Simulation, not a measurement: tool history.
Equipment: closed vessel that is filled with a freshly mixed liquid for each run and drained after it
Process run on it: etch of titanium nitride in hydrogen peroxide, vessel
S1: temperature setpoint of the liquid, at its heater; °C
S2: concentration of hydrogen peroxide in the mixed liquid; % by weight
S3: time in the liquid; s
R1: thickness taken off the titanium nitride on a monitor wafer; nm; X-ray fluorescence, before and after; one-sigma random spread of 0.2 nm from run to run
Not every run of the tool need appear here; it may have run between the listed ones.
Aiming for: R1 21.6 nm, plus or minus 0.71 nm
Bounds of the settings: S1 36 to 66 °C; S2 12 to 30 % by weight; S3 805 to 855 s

run  hour    S1  S2   S3      R1
  1     0    52  22  805   44.35
  2   1.2    52  18  805   42.72
  3  10.2    46  18  805  27.418
  4  17.8  52.5  18  805  43.303
  5  24.5  51.5  18  805  41.468
  6  32.6  50.5  18  805  37.673
  7  33.2  49.5  18  805  35.774
  8    38  48.5  18  805  33.108
  9  39.9    48  18  805   31.99
 10  46.8  47.5  18  805  30.762
 11  51.1  47.5  18  805  30.933
 12  51.7    47  18  805  29.775
 13  54.6  46.5  18  805  28.549
 14  59.1    42  18  805  20.255

Consider the 4 candidate settings below. Which is the only one whose results all fall within their allowed miss of target?
  A  63.6    41    17  840   ?
  B  63.6  42.5    12  805   ?
  C  63.6    42    18  855   ?
  D  63.6    42  17.5  815   ?

move      R1
   A  19.563
   B  19.531
   C  21.751
   D   20.61
A: further off than the last run
B: further off than the last run
C: all results in spec
D: closer than the last run, but not yet in spec
So the answer is move C, the one that meets all the targets.
